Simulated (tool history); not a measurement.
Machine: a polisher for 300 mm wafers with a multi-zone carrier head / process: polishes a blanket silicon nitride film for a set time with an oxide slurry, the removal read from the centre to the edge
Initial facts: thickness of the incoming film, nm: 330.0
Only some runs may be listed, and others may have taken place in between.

run,day,flow of slurry (ml/min),pressure of the head's centre zone,pressure of the head's middle zone,pressure of the head's edge zone,abrasive content of the slurry,polishing time (s),film removed at the wafer's centre (Å),film removed at mid-radius (Å),film removed at the wafer's edge (Å)
1,0.000,175,1.00,1.00,1.00,1.0,80,388.36,371.78,368.05
2,0.208,175,1.06,1.00,1.00,1.0,80,411.60,372.10,373.35
3,0.388,175,1.06,1.00,1.00,1.0,97,499.00,451.09,443.16
4,0.488,175,1.06,1.00,0.92,1.0,97,497.82,446.61,423.94
5,0.529,175,0.99,1.00,0.92,1.0,97,471.00,447.23,434.36
# day 0.771: edge zone pressure recalibrated
6,0.771,200,0.99,1.00,0.92,1.0,97,481.79,465.50,458.79
7,0.892,200,0.98,0.98,0.93,1.0,97,477.27,448.48,457.42

Run 8, settings as shown, results not yet in. Your forecast:
8,1.217,200,0.97,0.97,0.94,1.0,97,?,?,?

Run 8 yielded film removed at the wafer's centre (Å) 468.07, film removed at mid-radius (Å) 449.89, film removed at the wafer's edge (Å) 466.66.

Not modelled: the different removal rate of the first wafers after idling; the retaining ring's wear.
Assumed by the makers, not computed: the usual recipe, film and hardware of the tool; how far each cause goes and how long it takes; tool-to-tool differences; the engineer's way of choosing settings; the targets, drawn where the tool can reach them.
